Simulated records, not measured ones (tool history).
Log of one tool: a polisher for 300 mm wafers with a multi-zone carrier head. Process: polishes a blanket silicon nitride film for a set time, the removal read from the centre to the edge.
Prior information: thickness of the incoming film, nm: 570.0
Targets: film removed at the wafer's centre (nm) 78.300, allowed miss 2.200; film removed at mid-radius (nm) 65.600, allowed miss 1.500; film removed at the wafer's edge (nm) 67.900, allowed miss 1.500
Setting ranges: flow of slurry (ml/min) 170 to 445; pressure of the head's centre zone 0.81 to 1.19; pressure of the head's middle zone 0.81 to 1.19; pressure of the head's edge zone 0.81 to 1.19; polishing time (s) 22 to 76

run  hour  flow of slurry (ml/min)  pressure of the head's centre zone  pressure of the head's middle zone  pressure of the head's edge zone  polishing time (s)  film removed at the wafer's centre (nm)  film removed at mid-radius (nm)  film removed at the wafer's edge (nm)
  1   0.0                      285                                1.00                                1.00                              1.00                  49                                  124.100                          122.330                                120.440
  2   6.7                      275                                1.01                                0.95                              0.95                  42                                  107.850                          102.500                                 99.728
  3   9.8                      275                                1.01                                0.98                              0.95                  42                                  108.470                          103.790                                100.500
  4  14.6                      300                                1.01                                0.98                              0.95                  42                                  106.720                          103.480                                100.930
  5  17.7                      245                                1.01                                0.98                              0.95                  42                                  107.700                          103.220                                 99.156
  6  21.8                      245                                1.01                                0.90                              0.95                  42                                  106.570                           96.371                                100.520
  7  24.9                      235                                1.02                                0.87                              0.91                  37                                   95.310                           82.800                                 85.410
  8  29.0                      225                                1.02                                0.85                              0.89                  35                                   87.662                           76.456                                 79.556
  9  31.2                      215                                1.03                                0.84                              0.87                  34                                   87.264                           74.058                                 77.522
 10  38.7                      210                                1.03                                0.83                              0.85                  33                                   85.134                           70.127                                 73.050
 11  42.1                      205                                1.02                                0.82                              0.84                  33                                   84.711                           69.748                                 73.506
 12  48.2                      205                                1.02                                0.82                              0.84                  33                                   82.686                           68.997                                 73.920

5 candidate next runs follow, results not yet known. Just one meets every target within its allowed miss. Identify it.
  A  54.3                      170                                1.01                                0.81                              0.86                  35                                        ?                                ?                                      ?
  B  54.3                      255                                1.12                                0.84                              0.81                  30                                        ?                                ?                                      ?
  C  54.3                      175                                1.08                                0.86                              0.81                  33                                        ?                                ?                                      ?
  D  54.3                      170                                1.04                                0.84                              0.84                  31                                        ?                                ?                                      ?
  E  54.3                      230                                1.17                                0.86                              0.89                  30                                        ?                                ?                                      ?

move  film removed at the wafer's centre (nm)  film removed at mid-radius (nm)  film removed at the wafer's edge (nm)
   A                                   86.446                           72.282                                 77.851
   B                                   84.985                           65.515                                 66.425
   C                                   87.437                           71.365                                 71.555
   D                                   78.873                           65.749                                 68.207
   E                                   88.099                           66.156                                 68.876
A: moves away from the targets compared with the last run
B: meets the target for the result that was furthest off, but another lies outside its allowed miss
C: roughly where the last run was
D: every result within its allowed miss
E: meets the target for the result that was furthest off, but another lies outside its allowed miss
The move that meets every target is D.
